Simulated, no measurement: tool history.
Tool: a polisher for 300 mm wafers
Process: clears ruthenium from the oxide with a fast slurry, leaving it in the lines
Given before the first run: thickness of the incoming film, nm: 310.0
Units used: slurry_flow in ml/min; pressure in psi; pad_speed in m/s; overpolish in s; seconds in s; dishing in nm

Run 1, hour 0.0: slurry_flow 255 ml/min, pressure 3.4 psi, pad_speed 0.82 m/s, slurry_solids 1.00, overpolish 22 s. Result: seconds 87.851 s, dishing 57.165 nm.
Run 2, hour 6.9: slurry_flow 255 ml/min, pressure 3.4 psi, pad_speed 0.92 m/s, slurry_solids 1.00, overpolish 22 s. Result: seconds 77.296 s, dishing 61.922 nm.
Run 3, hour 8.9: slurry_flow 255 ml/min, pressure 3.4 psi, pad_speed 0.92 m/s, slurry_solids 1.10, overpolish 22 s. Result: seconds 75.619 s, dishing 64.965 nm.
Run 4, hour 15.0: slurry_flow 255 ml/min, pressure 3.4 psi, pad_speed 0.92 m/s, slurry_solids 0.95, overpolish 22 s. Result: seconds 80.368 s, dishing 61.781 nm.
Run 5, hour 17.9: slurry_flow 255 ml/min, pressure 4.1 psi, pad_speed 0.92 m/s, slurry_solids 0.95, overpolish 22 s. Result: seconds 66.201 s, dishing 69.738 nm.
Run 6, hour 26.3: slurry_flow 255 ml/min, pressure 4.1 psi, pad_speed 0.74 m/s, slurry_solids 0.95, overpolish 22 s. Result: seconds 82.600 s, dishing 58.104 nm.
Run 7, hour 27.9: slurry_flow 255 ml/min, pressure 3.6 psi, pad_speed 0.74 m/s, slurry_solids 0.95, overpolish 24 s. Result: seconds 94.744 s, dishing 57.927 nm.
Run 8, hour 32.8: slurry_flow 255 ml/min, pressure 3.2 psi, pad_speed 0.74 m/s, slurry_solids 0.95, overpolish 25 s. Result: seconds 100.620 s, dishing 54.772 nm.
Run 9, hour 41.4: slurry_flow 255 ml/min, pressure 2.9 psi, pad_speed 0.70 m/s, slurry_solids 1.00, overpolish 27 s. Result: seconds 119.590 s, dishing 53.149 nm.
Run 10, hour 47.6: slurry_flow 255 ml/min, pressure 2.7 psi, pad_speed 0.70 m/s, slurry_solids 1.00, overpolish 28 s. Result: seconds 123.600 s, dishing 52.971 nm.
Run 11, hour 51.5: slurry_flow 255 ml/min, pressure 2.5 psi, pad_speed 0.70 m/s, slurry_solids 1.00, overpolish 29 s. Result: seconds 130.910 s, dishing 51.693 nm.
Run 12, hour 57.1: slurry_flow 255 ml/min, pressure 2.3 psi, pad_speed 0.70 m/s, slurry_solids 1.00, overpolish 30 s. Result: seconds 145.060 s, dishing 51.066 nm.

Run 13 has not been measured yet. What should we expect?
Run 13, hour 59.5: slurry_flow 255 ml/min, pressure 2.2 psi, pad_speed 0.70 m/s, slurry_solids 1.00, overpolish 31 s. Result: seconds ?, dishing ?.

{"run 13": {"seconds": 145.37, "dishing": 49.223}}
